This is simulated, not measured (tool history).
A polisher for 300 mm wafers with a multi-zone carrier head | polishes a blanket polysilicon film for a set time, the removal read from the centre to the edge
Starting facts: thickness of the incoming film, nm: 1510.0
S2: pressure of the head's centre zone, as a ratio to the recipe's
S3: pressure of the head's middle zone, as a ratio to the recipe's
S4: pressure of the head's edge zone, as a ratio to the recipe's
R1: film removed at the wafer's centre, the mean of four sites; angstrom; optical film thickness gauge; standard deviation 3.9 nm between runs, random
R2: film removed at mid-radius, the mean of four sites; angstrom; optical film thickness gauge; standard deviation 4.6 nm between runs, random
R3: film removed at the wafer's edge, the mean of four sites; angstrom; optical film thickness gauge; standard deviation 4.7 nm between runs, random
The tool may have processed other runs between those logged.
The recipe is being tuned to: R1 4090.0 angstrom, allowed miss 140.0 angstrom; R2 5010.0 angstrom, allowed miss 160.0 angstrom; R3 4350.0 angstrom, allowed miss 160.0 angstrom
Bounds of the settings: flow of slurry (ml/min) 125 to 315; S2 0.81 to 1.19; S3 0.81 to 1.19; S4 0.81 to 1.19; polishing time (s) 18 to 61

Run 1, day 0.000: flow of slurry (ml/min) 205, S2 1.00, S3 1.00, S4 1.00, polishing time (s) 39. Result: R1 3223.9 angstrom, R2 3155.3 angstrom, R3 3159.4 angstrom.
Run 2, day 0.217: flow of slurry (ml/min) 220, S2 0.99, S3 1.05, S4 1.02, polishing time (s) 42. Result: R1 3465.2 angstrom, R2 3626.9 angstrom, R3 3442.9 angstrom.
Run 3, day 0.542: flow of slurry (ml/min) 230, S2 0.99, S3 1.09, S4 1.05, polishing time (s) 44. Result: R1 3724.6 angstrom, R2 3927.1 angstrom, R3 3601.4 angstrom.
Run 4, day 0.875: flow of slurry (ml/min) 230, S2 0.96, S3 1.11, S4 1.06, polishing time (s) 46. Result: R1 3791.8 angstrom, R2 4260.4 angstrom, R3 3875.2 angstrom.
Run 5, day 0.933: flow of slurry (ml/min) 210, S2 0.96, S3 1.11, S4 1.06, polishing time (s) 46. Result: R1 3692.4 angstrom, R2 4084.0 angstrom, R3 3774.6 angstrom.
Run 6, day 1.021: flow of slurry (ml/min) 210, S2 1.04, S3 1.11, S4 1.06, polishing time (s) 46. Result: R1 4001.8 angstrom, R2 4151.0 angstrom, R3 3757.1 angstrom.
Run 7, day 1.242: flow of slurry (ml/min) 225, S2 1.01, S3 1.13, S4 1.08, polishing time (s) 47. Result: R1 4012.3 angstrom, R2 4390.1 angstrom, R3 3834.4 angstrom.
Run 8, day 1.383: flow of slurry (ml/min) 235, S2 0.98, S3 1.13, S4 1.09, polishing time (s) 48. Result: R1 3988.0 angstrom, R2 4426.7 angstrom, R3 4020.2 angstrom.

Exactly one of the 5 candidate moves below puts every result within its allowed miss. Which one?
Run A, day 1.525: flow of slurry (ml/min) 270, S2 0.93, S3 1.19, S4 1.08, polishing time (s) 51. Result: R1 ?, R2 ?, R3 ?.
Run B, day 1.525: flow of slurry (ml/min) 235, S2 0.95, S3 1.08, S4 1.12, polishing time (s) 51. Result: R1 ?, R2 ?, R3 ?.
Run C, day 1.525: flow of slurry (ml/min) 240, S2 0.91, S3 1.00, S4 1.13, polishing time (s) 51. Result: R1 ?, R2 ?, R3 ?.
Run D, day 1.525: flow of slurry (ml/min) 250, S2 0.90, S3 1.06, S4 1.15, polishing time (s) 52. Result: R1 ?, R2 ?, R3 ?.
Run E, day 1.525: flow of slurry (ml/min) 210, S2 0.82, S3 1.08, S4 1.19, polishing time (s) 54. Result: R1 ?, R2 ?, R3 ?.

move      R1      R2      R3
   A  4095.2  5036.9  4325.7
   B  4107.7  4559.7  4355.1
   C  3942.3  4283.0  4386.9
   D  3997.9  4610.5  4523.9
   E  3689.2  4761.0  4698.5
A: hits every target within its allowed miss
B: closer than the last run, but not yet in spec
C: misses by more than the last run did
D: closer than the last run, but not yet in spec
E: closer than the last run, but not yet in spec
Go with A: it meets all targets.
